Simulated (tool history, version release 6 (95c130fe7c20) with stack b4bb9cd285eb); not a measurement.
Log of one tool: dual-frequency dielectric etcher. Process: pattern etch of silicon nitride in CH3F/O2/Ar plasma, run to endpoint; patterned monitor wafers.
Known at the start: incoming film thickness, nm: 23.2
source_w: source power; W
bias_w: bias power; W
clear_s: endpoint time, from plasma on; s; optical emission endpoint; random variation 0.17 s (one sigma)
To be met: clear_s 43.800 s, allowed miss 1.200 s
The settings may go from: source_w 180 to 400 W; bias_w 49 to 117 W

| run | hour | source_w | bias_w | clear_s |
|---|---|---|---|---|
| 1 | 0.0 | 290 | 83 | 38.482 |
| 2 | 2.0 | 290 | 88 | 37.504 |
| 3 | 7.9 | 330 | 88 | 35.872 |
| 4 | 16.2 | 300 | 82 | 37.872 |
| 5 | 24.8 | 300 | 89 | 36.922 |
| 6 | 25.6 | 270 | 84 | 39.533 |
| 7 | 30.7 | 250 | 82 | 40.827 |
| 8 | 39.6 | 240 | 81 | 41.803 |

Which of these 5 next moves meets every target?
| A | 48.5 | 210 | 74 | ? |
| B | 48.5 | 230 | 90 | ? |
| C | 48.5 | 270 | 83 | ? |
| D | 48.5 | 190 | 79 | ? |
| E | 48.5 | 210 | 80 | ? |

| move | clear_s |
|---|---|
| A | 45.793 |
| B | 40.694 |
| C | 39.547 |
| D | 46.349 |
| E | 44.317 |
A: takes the result that was furthest off past its target
B: further off than the last run
C: further off than the last run
D: takes the result that was furthest off past its target
E: meets every target
Move E is the one to make.
